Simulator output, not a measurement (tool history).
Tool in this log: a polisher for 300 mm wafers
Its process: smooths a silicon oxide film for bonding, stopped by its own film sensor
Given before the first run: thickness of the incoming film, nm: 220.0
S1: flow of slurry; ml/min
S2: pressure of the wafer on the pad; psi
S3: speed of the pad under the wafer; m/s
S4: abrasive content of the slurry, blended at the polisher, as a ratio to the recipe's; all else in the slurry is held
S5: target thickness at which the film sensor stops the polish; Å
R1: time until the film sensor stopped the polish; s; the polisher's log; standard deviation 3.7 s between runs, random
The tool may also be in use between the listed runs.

run,hour,S1,S2,S3,S4,S5,R1
1,0.0,135,1.7,1.14,1.00,1610,93.923
2,8.5,135,1.7,1.14,0.90,1610,100.530
3,11.4,135,1.6,1.10,0.90,1610,104.550
4,18.0,135,1.6,1.24,0.90,1610,96.297
5,23.2,135,1.2,1.24,0.90,1610,126.700
6,29.2,135,1.2,1.20,0.90,1610,133.150
7,37.0,135,1.2,1.18,0.90,1610,130.180
8,42.0,135,1.2,1.14,0.90,1610,134.060
9,47.8,135,1.2,1.10,0.90,1610,141.450
10,49.4,135,1.2,1.08,0.90,1610,139.990
11,52.2,135,1.2,1.06,0.90,1610,143.070
12,54.7,135,1.2,1.04,0.90,1610,140.250

Run 13 has not been measured yet. What should we expect?
13,60.3,135,0.8,0.72,0.85,1600,?

Run 13 measured R1 297.960 s.
